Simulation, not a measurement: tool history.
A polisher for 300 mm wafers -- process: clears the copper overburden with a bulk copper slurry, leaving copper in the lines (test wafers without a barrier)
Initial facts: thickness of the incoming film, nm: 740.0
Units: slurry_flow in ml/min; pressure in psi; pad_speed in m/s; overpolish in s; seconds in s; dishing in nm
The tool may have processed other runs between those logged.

{"run": 1, "day": 0.0, "slurry_flow": 290, "pressure": 3.5, "pad_speed": 1, "slurry_solids": 1, "overpolish": 21, "seconds": 75.043, "dishing": 93.374}
{"run": 2, "day": 0.238, "slurry_flow": 290, "pressure": 3.5, "pad_speed": 1.18, "slurry_solids": 1, "overpolish": 21, "seconds": 63.794, "dishing": 105.34}
{"run": 3, "day": 0.471, "slurry_flow": 290, "pressure": 3.5, "pad_speed": 1.18, "slurry_solids": 1, "overpolish": 28, "seconds": 62.248, "dishing": 120.59}
{"run": 4, "day": 0.783, "slurry_flow": 290, "pressure": 3.2, "pad_speed": 1.12, "slurry_solids": 1, "overpolish": 27, "seconds": 72.438, "dishing": 111.92}
{"run": 5, "day": 1.142, "slurry_flow": 290, "pressure": 3.2, "pad_speed": 1.12, "slurry_solids": 1.1, "overpolish": 27, "seconds": 72.4, "dishing": 112.53}
{"run": 6, "day": 1.288, "slurry_flow": 290, "pressure": 3.2, "pad_speed": 1.36, "slurry_solids": 1.1, "overpolish": 27, "seconds": 60.622, "dishing": 117.45}
{"run": 7, "day": 1.396, "slurry_flow": 285, "pressure": 3, "pad_speed": 1.28, "slurry_solids": 1.1, "overpolish": 25, "seconds": 67.675, "dishing": 109.62}
{"run": 8, "day": 1.571, "slurry_flow": 285, "pressure": 2.8, "pad_speed": 1.2, "slurry_solids": 1.1, "overpolish": 23, "seconds": 76.633, "dishing": 98.659}
{"run": 9, "day": 1.942, "slurry_flow": 285, "pressure": 2.6, "pad_speed": 1.14, "slurry_solids": 1.1, "overpolish": 22, "seconds": 82.674, "dishing": 91.986}
{"run": 10, "day": 2.05, "slurry_flow": 270, "pressure": 1.6, "pad_speed": 0.86, "slurry_solids": 1, "overpolish": 18, "seconds": 181.45, "dishing": 45.523}
{"run": 11, "day": 2.392, "slurry_flow": 270, "pressure": 1.7, "pad_speed": 0.86, "slurry_solids": 1, "overpolish": 19, "seconds": 169.79, "dishing": 47.31}
{"run": 12, "day": 2.654, "slurry_flow": 270, "pressure": 1.7, "pad_speed": 0.86, "slurry_solids": 1, "overpolish": 20, "seconds": 173.83, "dishing": 50.958}

Run 13, settings as shown, results not yet in. Your forecast:
{"run": 13, "day": 2.846, "slurry_flow": 270, "pressure": 1.8, "pad_speed": 0.86, "slurry_solids": 1, "overpolish": 20, "seconds": "?", "dishing": "?"}

Run 13 came out at seconds 163.76 s, dishing 50.586 nm.
